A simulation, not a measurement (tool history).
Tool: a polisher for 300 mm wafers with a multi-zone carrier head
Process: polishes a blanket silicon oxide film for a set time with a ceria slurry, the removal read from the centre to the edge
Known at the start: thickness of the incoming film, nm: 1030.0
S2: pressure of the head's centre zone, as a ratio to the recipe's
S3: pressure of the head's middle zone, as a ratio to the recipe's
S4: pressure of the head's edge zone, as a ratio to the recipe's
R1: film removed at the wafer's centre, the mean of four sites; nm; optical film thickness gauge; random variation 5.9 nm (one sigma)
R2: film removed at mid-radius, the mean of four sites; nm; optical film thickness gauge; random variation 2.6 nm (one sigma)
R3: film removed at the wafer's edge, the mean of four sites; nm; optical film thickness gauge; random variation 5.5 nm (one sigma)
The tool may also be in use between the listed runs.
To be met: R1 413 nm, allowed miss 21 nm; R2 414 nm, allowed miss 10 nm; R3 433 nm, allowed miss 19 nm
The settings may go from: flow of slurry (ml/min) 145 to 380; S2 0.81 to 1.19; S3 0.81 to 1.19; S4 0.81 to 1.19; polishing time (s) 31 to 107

{"run": 1, "hour": 0.0, "flow of slurry (ml/min)": 245, "S2": 1, "S3": 1, "S4": 1, "polishing time (s)": 69, "R1": 298.68, "R2": 294.91, "R3": 285.11}
{"run": 2, "hour": 1.9, "flow of slurry (ml/min)": 245, "S2": 1, "S3": 1, "S4": 1.02, "polishing time (s)": 72, "R1": 307.09, "R2": 307.86, "R3": 308.55}
{"run": 3, "hour": 7.7, "flow of slurry (ml/min)": 250, "S2": 1.01, "S3": 1.01, "S4": 1.04, "polishing time (s)": 74, "R1": 320.67, "R2": 319.09, "R3": 317.54}
{"run": 4, "hour": 12.4, "flow of slurry (ml/min)": 250, "S2": 1.01, "S3": 1.01, "S4": 1.05, "polishing time (s)": 76, "R1": 332.72, "R2": 325.14, "R3": 336.9}
{"run": 5, "hour": 14.7, "flow of slurry (ml/min)": 300, "S2": 1.01, "S3": 1.01, "S4": 1.05, "polishing time (s)": 76, "R1": 344.72, "R2": 329.32, "R3": 327.37}
{"run": 6, "hour": 17.8, "flow of slurry (ml/min)": 240, "S2": 1.01, "S3": 1.01, "S4": 1.05, "polishing time (s)": 76, "R1": 326.59, "R2": 323.08, "R3": 326.84}
{"run": 7, "hour": 20.5, "flow of slurry (ml/min)": 240, "S2": 1.01, "S3": 1.02, "S4": 1.06, "polishing time (s)": 78, "R1": 326.62, "R2": 337.33, "R3": 332.8}
{"run": 8, "hour": 26.8, "flow of slurry (ml/min)": 245, "S2": 1.01, "S3": 1.02, "S4": 1.07, "polishing time (s)": 80, "R1": 338.6, "R2": 345.03, "R3": 354.58}
{"run": 9, "hour": 30.2, "flow of slurry (ml/min)": 245, "S2": 1.02, "S3": 1.03, "S4": 1.08, "polishing time (s)": 81, "R1": 350.08, "R2": 352.68, "R3": 349.42}
{"run": 10, "hour": 36.9, "flow of slurry (ml/min)": 250, "S2": 1.02, "S3": 1.03, "S4": 1.09, "polishing time (s)": 82, "R1": 359.52, "R2": 360.36, "R3": 358.74}
{"run": 11, "hour": 39.5, "flow of slurry (ml/min)": 250, "S2": 1.02, "S3": 1.03, "S4": 1.1, "polishing time (s)": 83, "R1": 352.33, "R2": 363.91, "R3": 371.65}
{"run": 12, "hour": 41.2, "flow of slurry (ml/min)": 255, "S2": 1.03, "S3": 1.03, "S4": 1.11, "polishing time (s)": 84, "R1": 370.43, "R2": 367.73, "R3": 371.83}
{"run": 13, "hour": 46.0, "flow of slurry (ml/min)": 255, "S2": 1.03, "S3": 1.03, "S4": 1.12, "polishing time (s)": 85, "R1": 376.95, "R2": 372.18, "R3": 381.03}
{"run": 14, "hour": 50.1, "flow of slurry (ml/min)": 255, "S2": 1.03, "S3": 1.03, "S4": 1.13, "polishing time (s)": 86, "R1": 375.65, "R2": 378.58, "R3": 388.39}
{"run": 15, "hour": 58.9, "flow of slurry (ml/min)": 260, "S2": 1.03, "S3": 1.03, "S4": 1.14, "polishing time (s)": 87, "R1": 384.19, "R2": 380.16, "R3": 395.23}
{"run": 16, "hour": 63.8, "flow of slurry (ml/min)": 260, "S2": 1.03, "S3": 1.03, "S4": 1.14, "polishing time (s)": 88, "R1": 387.32, "R2": 389.92, "R3": 399.49}
{"run": 17, "hour": 66.8, "flow of slurry (ml/min)": 300, "S2": 1.04, "S3": 1.03, "S4": 1.19, "polishing time (s)": 91, "R1": 405.12, "R2": 405.63, "R3": 418.71}
{"run": 18, "hour": 74.3, "flow of slurry (ml/min)": 295, "S2": 1.04, "S3": 1.02, "S4": 1.19, "polishing time (s)": 92, "R1": 411.52, "R2": 400.58, "R3": 421.86}

4 next moves are on the table. One of them brings every result within its allowed miss. Which?
{"run": "A", "hour": 81.8, "flow of slurry (ml/min)": 295, "S2": 1.02, "S3": 1.04, "S4": 1.19, "polishing time (s)": 93, "R1": "?", "R2": "?", "R3": "?"}
{"run": "B", "hour": 81.8, "flow of slurry (ml/min)": 285, "S2": 1.05, "S3": 0.97, "S4": 1.19, "polishing time (s)": 91, "R1": "?", "R2": "?", "R3": "?"}
{"run": "C", "hour": 81.8, "flow of slurry (ml/min)": 360, "S2": 1.13, "S3": 1.12, "S4": 1.12, "polishing time (s)": 85, "R1": "?", "R2": "?", "R3": "?"}
{"run": "D", "hour": 81.8, "flow of slurry (ml/min)": 270, "S2": 1.07, "S3": 0.9, "S4": 1.19, "polishing time (s)": 95, "R1": "?", "R2": "?", "R3": "?"}

move=A R1=405.79 R2=414.46 R3=431.63
move=B R1=407.35 R2=381.22 R3=421.84
move=C R1=418.4 R2=409.58 R3=386.39
move=D R1=431.03 R2=372.11 R3=439.28
A: meets every target
B: further off than the last run
C: brings the result that was furthest off to its target, and leaves another outside
D: further off than the last run
Answer: A
